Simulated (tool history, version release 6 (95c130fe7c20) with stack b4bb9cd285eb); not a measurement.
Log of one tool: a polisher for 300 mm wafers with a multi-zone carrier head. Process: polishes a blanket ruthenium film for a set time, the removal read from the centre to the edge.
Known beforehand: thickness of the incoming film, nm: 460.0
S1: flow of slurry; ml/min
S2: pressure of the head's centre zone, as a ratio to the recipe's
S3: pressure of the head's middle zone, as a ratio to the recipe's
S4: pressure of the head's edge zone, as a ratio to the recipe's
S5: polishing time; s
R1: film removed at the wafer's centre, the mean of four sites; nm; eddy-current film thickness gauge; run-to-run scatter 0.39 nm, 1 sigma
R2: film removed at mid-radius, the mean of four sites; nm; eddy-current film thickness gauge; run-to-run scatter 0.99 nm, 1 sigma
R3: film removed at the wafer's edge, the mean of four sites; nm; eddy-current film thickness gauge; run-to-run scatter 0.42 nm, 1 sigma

run  hour   S1    S2    S3    S4  S5       R1       R2       R3
  1   0.0  315  1.00  1.00  1.00  78   96.029  104.050  105.300
  2   4.1  315  1.08  1.00  1.00  78  103.840  104.270  104.560
  3   8.3  315  1.04  1.00  1.00  78  100.080  103.350  104.680
  4  11.0  380  1.04  1.00  1.00  78  100.660  106.340  106.370
  5  20.0  380  1.04  1.06  1.00  78  101.040  110.890  107.290
  6  27.9  380  1.04  0.99  1.00  78  101.860  107.480  106.250
  7  30.8  405  1.00  1.03  0.95  67   83.737   94.164   91.055
  8  32.0  420  0.99  1.07  0.91  59   74.368   86.451   77.167
  9  39.6  400  0.95  1.08  0.88  56   66.555   81.423   72.251
 10  45.9  350  0.90  1.15  0.81  43   47.858   64.377   52.741
 11  49.1  380  0.90  1.15  0.83  43   48.806   65.629   53.390
 12  57.6  395  0.90  1.15  0.86  43   48.852   66.303   54.807
 13  63.5  410  0.90  1.15  0.88  43   48.447   65.624   55.125

What will run 14 give?
 14  65.7  410  0.90  1.15  0.88  43   ?   ?   ?

R1: 49.299 nm
R2: 66.158 nm
R3: 55.196 nm
